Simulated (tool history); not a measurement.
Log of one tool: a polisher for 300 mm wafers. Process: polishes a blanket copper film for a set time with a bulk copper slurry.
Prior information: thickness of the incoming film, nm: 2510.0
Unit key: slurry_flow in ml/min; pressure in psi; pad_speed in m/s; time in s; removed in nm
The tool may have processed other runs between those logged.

run 1 hour=0 | slurry_flow=305 pressure=3.3 pad_speed=0.96 slurry_solids=1 time=55 | removed=477.94
run 2 hour=9 | slurry_flow=305 pressure=3.3 pad_speed=1.12 slurry_solids=1 time=55 | removed=545.02
run 3 hour=14.1 | slurry_flow=305 pressure=3.3 pad_speed=1.12 slurry_solids=1 time=55 | removed=544.49
run 4 hour=21.6 | slurry_flow=305 pressure=3.3 pad_speed=1.24 slurry_solids=1 time=55 | removed=603.01
run 5 hour=23.4 | slurry_flow=305 pressure=3.3 pad_speed=1.24 slurry_solids=1.15 time=55 | removed=623.58
run 6 hour=30.1 | slurry_flow=305 pressure=3.3 pad_speed=1.12 slurry_solids=1.15 time=55 | removed=554.96
run 7 hour=35.6 | slurry_flow=305 pressure=3.3 pad_speed=1.12 slurry_solids=1.15 time=55 | removed=564.71
run 8 hour=43.8 | slurry_flow=305 pressure=3 pad_speed=1.12 slurry_solids=1.15 time=55 | removed=508.02
run 9 hour=44.5 | slurry_flow=305 pressure=2.8 pad_speed=1.12 slurry_solids=1.15 time=55 | removed=483.14
run 10 hour=46.1 | slurry_flow=305 pressure=2.6 pad_speed=1.12 slurry_solids=1.15 time=55 | removed=447.42
run 11 hour=48.4 | slurry_flow=305 pressure=2.5 pad_speed=1.12 slurry_solids=1.15 time=55 | removed=429.26
run 12 hour=55.4 | slurry_flow=305 pressure=2.4 pad_speed=1.12 slurry_solids=1.15 time=55 | removed=411.68

Run 13, settings as shown, results not yet in. Your forecast:
run 13 hour=60.2 | slurry_flow=305 pressure=2.3 pad_speed=1.12 slurry_solids=1.15 time=55 | removed=?

removed: 396.07 nm
